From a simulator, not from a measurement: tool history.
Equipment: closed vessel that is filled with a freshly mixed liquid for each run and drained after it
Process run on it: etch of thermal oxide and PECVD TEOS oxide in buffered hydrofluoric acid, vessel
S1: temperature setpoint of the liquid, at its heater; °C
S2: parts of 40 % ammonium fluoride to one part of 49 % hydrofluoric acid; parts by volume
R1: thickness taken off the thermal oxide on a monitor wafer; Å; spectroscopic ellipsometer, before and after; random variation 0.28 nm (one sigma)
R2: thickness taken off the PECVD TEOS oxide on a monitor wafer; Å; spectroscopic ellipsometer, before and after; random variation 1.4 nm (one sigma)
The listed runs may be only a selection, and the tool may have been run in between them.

run 1 hour=0.0 | S1=23.0 S2=17 time_in_the_liquid_(s)=65 | R1=388.12 R2=1344.7
run 2 hour=5.0 | S1=20.0 S2=17 time_in_the_liquid_(s)=65 | R1=326.35 R2=1115.8
run 3 hour=13.3 | S1=22.5 S2=17 time_in_the_liquid_(s)=65 | R1=377.10 R2=1299.2
run 4 hour=16.4 | S1=24.5 S2=17 time_in_the_liquid_(s)=65 | R1=421.67 R2=1440.8
run 5 hour=21.1 | S1=25.5 S2=17 time_in_the_liquid_(s)=65 | R1=447.38 R2=1533.3
run 6 hour=23.1 | S1=25.5 S2=17 time_in_the_liquid_(s)=55 | R1=377.77 R2=1301.3

Run 7, settings as shown, results not yet in. Your forecast:
run 7 hour=28.3 | S1=27.5 S2=17 time_in_the_liquid_(s)=55 | R1=? R2=?

Logged for run 7: R1 419.56 Å, R2 1448.2 Å.

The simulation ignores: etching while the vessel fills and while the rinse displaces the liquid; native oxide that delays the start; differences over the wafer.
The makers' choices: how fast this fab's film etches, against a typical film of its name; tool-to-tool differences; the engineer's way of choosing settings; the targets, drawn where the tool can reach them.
